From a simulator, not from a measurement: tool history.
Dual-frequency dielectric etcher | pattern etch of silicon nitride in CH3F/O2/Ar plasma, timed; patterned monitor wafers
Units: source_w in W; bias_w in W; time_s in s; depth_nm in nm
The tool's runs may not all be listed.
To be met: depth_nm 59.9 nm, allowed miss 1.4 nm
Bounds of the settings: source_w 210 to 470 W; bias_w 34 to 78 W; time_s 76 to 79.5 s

run 1 hour=0 | source_w=340 bias_w=56 time_s=76 | depth_nm=48.337
run 2 hour=8.8 | source_w=360 bias_w=59 time_s=76.5 | depth_nm=50.222
run 3 hour=15.8 | source_w=360 bias_w=54 time_s=76.5 | depth_nm=49.871
run 4 hour=19 | source_w=330 bias_w=54 time_s=76.5 | depth_nm=46.994
run 5 hour=26.6 | source_w=280 bias_w=54 time_s=76.5 | depth_nm=42.75
run 6 hour=29.1 | source_w=320 bias_w=55 time_s=76.5 | depth_nm=46.108
run 7 hour=33 | source_w=350 bias_w=56 time_s=76.5 | depth_nm=49.144
run 8 hour=38.8 | source_w=370 bias_w=57 time_s=76.5 | depth_nm=50.843
run 9 hour=43.4 | source_w=390 bias_w=58 time_s=76.5 | depth_nm=53.501
run 10 hour=46.8 | source_w=400 bias_w=58 time_s=76.5 | depth_nm=54.051
run 11 hour=47.9 | source_w=410 bias_w=59 time_s=76.5 | depth_nm=54.846

4 next moves are on the table. One of them brings every result within its allowed miss. Which?
run A hour=49 | source_w=400 bias_w=44 time_s=78.5 | depth_nm=?
run B hour=49 | source_w=430 bias_w=62 time_s=79.5 | depth_nm=?
run C hour=49 | source_w=350 bias_w=58 time_s=76 | depth_nm=?
run D hour=49 | source_w=430 bias_w=56 time_s=78.5 | depth_nm=?

move=A depth_nm=50.568
move=B depth_nm=58.94
move=C depth_nm=49.11
move=D depth_nm=56.435
A: further off than the last run
B: meets every target
C: further off than the last run
D: nearer than the last run, and not there yet
The right move is B.
